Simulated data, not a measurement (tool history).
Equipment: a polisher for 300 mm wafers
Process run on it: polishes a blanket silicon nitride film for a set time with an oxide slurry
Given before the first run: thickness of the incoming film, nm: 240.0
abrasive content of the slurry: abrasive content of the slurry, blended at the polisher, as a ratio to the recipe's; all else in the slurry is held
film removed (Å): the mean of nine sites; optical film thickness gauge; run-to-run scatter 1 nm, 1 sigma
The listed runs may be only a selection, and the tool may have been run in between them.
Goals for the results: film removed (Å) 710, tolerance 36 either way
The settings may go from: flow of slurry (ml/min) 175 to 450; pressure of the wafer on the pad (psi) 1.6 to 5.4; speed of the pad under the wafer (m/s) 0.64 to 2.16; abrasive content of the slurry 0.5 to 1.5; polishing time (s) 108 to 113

run,hour,flow of slurry (ml/min),pressure of the wafer on the pad (psi),speed of the pad under the wafer (m/s),abrasive content of the slurry,polishing time (s),film removed (Å)
1,0,290,3.5,1.4,1,108,980.84
2,2.1,290,3.9,1.4,1,108,1074.5
3,8.8,290,3.9,1.24,1,108,956.75
4,16.6,290,3.7,1.22,1,108,919.35
5,19.5,290,3.5,1.2,1,108,860.67
6,25.6,290,3.5,1.38,1,108,936.28
7,33.4,290,3.3,1.36,1,108,896.38
8,38.2,290,3.3,1.36,1,108,916.14
9,45.3,290,3.1,1.34,1,108,817.01
10,48.5,290,3.1,1.34,1,108,842.99
11,49.7,290,3.1,1.34,1,108,833.66
12,53.5,290,3,1.34,1,108,797.28
13,56.7,290,2.9,1.34,1,108,783.27
14,65.7,290,2.8,1.34,1,108,768.07

Below are 4 possible settings for the next run. Only one of them brings all results inside the allowed miss of their targets. Which is it?
A,74.7,290,2.5,1.32,1.5,113,?
B,74.7,290,2.4,1.52,1,108,?
C,74.7,365,2.8,1.34,1.1,108,?
D,74.7,205,2.8,1.68,0.85,113,?

move,film removed (Å)
A,851.11
B,728.39
C,818.09
D,837.25
A: further off than the last run
B: all results in spec
C: further off than the last run
D: further off than the last run
So the answer is move B, the one that meets all the targets.
